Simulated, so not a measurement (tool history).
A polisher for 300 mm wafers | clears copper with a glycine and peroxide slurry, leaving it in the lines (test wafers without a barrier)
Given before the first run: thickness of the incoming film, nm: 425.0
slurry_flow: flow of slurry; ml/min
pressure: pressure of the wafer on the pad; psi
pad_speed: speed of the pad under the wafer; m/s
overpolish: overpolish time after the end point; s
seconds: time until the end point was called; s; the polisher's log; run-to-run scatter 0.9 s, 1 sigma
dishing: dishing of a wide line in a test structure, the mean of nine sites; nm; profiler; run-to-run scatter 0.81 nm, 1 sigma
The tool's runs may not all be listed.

run 1 hour=0.0 | slurry_flow=155 pressure=2.6 pad_speed=1.18 overpolish=11 | seconds=79.889 dishing=34.123
run 2 hour=4.8 | slurry_flow=155 pressure=2.6 pad_speed=0.94 overpolish=11 | seconds=96.339 dishing=29.794
run 3 hour=8.9 | slurry_flow=155 pressure=2.6 pad_speed=0.94 overpolish=15 | seconds=97.865 dishing=36.893
run 4 hour=11.4 | slurry_flow=155 pressure=2.6 pad_speed=0.94 overpolish=18 | seconds=93.993 dishing=41.760
run 5 hour=15.9 | slurry_flow=175 pressure=2.6 pad_speed=0.94 overpolish=18 | seconds=96.199 dishing=43.106
run 6 hour=22.7 | slurry_flow=175 pressure=2.6 pad_speed=1.16 overpolish=18 | seconds=79.268 dishing=47.750
run 7 hour=24.7 | slurry_flow=175 pressure=2.8 pad_speed=1.18 overpolish=16 | seconds=72.915 dishing=44.924

The next listed run, before its measurement:
run 8 hour=32.3 | slurry_flow=175 pressure=2.9 pad_speed=1.18 overpolish=15 | seconds=? dishing=?

{"run 8": {"seconds": 71.36, "dishing": 45.311}}
